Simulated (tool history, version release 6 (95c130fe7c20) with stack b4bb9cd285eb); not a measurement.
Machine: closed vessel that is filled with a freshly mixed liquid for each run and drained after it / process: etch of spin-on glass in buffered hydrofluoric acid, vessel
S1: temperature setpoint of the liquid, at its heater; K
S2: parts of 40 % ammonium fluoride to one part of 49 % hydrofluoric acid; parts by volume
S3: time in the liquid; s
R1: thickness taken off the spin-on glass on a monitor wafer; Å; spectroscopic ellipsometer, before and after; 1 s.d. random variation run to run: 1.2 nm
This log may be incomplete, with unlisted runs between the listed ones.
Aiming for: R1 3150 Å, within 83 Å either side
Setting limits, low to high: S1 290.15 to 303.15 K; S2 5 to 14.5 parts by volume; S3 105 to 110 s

| run | hour | S1 | S2 | S3 | R1 |
|---|---|---|---|---|---|
| 1 | 0 | 295.15 | 9 | 105 | 4111.6 |
| 2 | 5.3 | 298.15 | 9 | 105 | 4857.1 |
| 3 | 9.4 | 296.65 | 9 | 105 | 4499.9 |
| 4 | 13.8 | 298.15 | 9 | 105 | 4853.4 |
| 5 | 19.9 | 296.15 | 9 | 105 | 4351.5 |
| 6 | 26.3 | 295.15 | 9 | 105 | 4145.7 |
| 7 | 27.7 | 294.15 | 9 | 105 | 3897 |
| 8 | 33.2 | 293.65 | 9 | 105 | 3811 |
| 9 | 34.4 | 293.15 | 9 | 105 | 3690.9 |
| 10 | 35.5 | 292.65 | 9 | 105 | 3586.8 |
| 11 | 36.5 | 292.15 | 9 | 105 | 3498.9 |
| 12 | 40.3 | 291.65 | 9 | 105 | 3386.2 |
| 13 | 48.3 | 291.15 | 9 | 105 | 3313 |

Which one of the following 4 next-run settings gets every result inside its allowed miss? There is exactly one.
| A | 56.3 | 290.65 | 8.5 | 110 | ? |
| B | 56.3 | 292.15 | 9 | 105 | ? |
| C | 56.3 | 292.15 | 10 | 110 | ? |
| D | 56.3 | 290.15 | 9.5 | 110 | ? |

| move | R1 |
|---|---|
| A | 3585.7 |
| B | 3501.7 |
| C | 3432.9 |
| D | 3165.5 |
A: moves away from the targets compared with the last run
B: moves away from the targets compared with the last run
C: moves away from the targets compared with the last run
D: in spec on every target
So the answer is move D, the one that meets all the targets.
